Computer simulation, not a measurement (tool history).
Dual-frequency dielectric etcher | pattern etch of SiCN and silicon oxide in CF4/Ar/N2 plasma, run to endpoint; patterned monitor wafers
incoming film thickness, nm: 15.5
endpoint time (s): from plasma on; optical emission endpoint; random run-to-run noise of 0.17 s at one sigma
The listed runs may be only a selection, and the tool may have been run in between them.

run,hour,source power (kW),bias power (kW),Ar flow (sccm),CF4 flow (sccm),endpoint time (s)
1,0.0,0.410,0.057,82,62,22.364
2,3.8,0.410,0.057,89,62,22.731
3,9.8,0.410,0.057,89,53,23.133
4,12.6,0.370,0.057,89,53,26.148
5,16.8,0.320,0.057,89,53,31.027
6,25.2,0.370,0.057,89,53,26.023

For run 7, what comes out?
7,30.6,0.360,0.057,89,53,?

endpoint time (s): 27.318
